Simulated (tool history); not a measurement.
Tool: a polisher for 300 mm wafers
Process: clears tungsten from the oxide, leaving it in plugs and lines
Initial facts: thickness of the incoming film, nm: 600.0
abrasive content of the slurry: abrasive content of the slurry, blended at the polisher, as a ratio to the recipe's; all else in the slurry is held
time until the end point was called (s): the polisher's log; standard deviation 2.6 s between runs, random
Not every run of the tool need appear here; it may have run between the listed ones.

run,hour,flow of slurry (ml/min),pressure of the wafer on the pad (psi),speed of the pad under the wafer (m/s),abrasive content of the slurry,overpolish time after the end point (s),time until the end point was called (s)
1,0.0,290,2.4,1.36,1.0,4,130.49
2,1.9,290,2.2,1.34,1.0,4,144.26
3,7.2,290,2.7,1.34,1.0,4,116.90
4,10.6,290,2.3,1.34,1.0,4,139.61
5,14.8,290,2.1,1.34,1.0,4,151.10
6,21.3,290,1.9,1.34,1.0,4,167.62

Run 7 comes next. What will it give?
7,29.8,290,1.8,1.34,1.0,4,?

time until the end point was called (s): 173.74
